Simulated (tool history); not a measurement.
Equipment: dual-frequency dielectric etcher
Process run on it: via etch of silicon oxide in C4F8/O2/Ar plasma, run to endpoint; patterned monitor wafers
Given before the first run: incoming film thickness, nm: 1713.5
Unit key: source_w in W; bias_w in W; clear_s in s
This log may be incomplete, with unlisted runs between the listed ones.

| run | day | source_w | bias_w | clear_s |
|---|---|---|---|---|
| 1 | 0.000 | 2060 | 2259 | 298.89 |
| 2 | 0.092 | 2060 | 2609 | 286.74 |
| 3 | 0.233 | 1820 | 2609 | 306.21 |
| 4 | 0.267 | 1820 | 2953 | 299.18 |
| 5 | 0.538 | 1740 | 2926 | 307.74 |
| 6 | 0.788 | 1680 | 2909 | 314.07 |
| 7 | 0.929 | 1630 | 2896 | 322.34 |
| 8 | 1.242 | 1600 | 2889 | 324.23 |
| 9 | 1.512 | 1570 | 2881 | 326.72 |
| 10 | 1.692 | 1540 | 2874 | 332.29 |
| 11 | 1.979 | 1520 | 2869 | 333.76 |
| 12 | 2.312 | 1500 | 2864 | 337.81 |

What will run 13 give?
| 13 | 2.617 | 1490 | 2861 | ? |

Logged for run 13: clear_s 341.04 s.
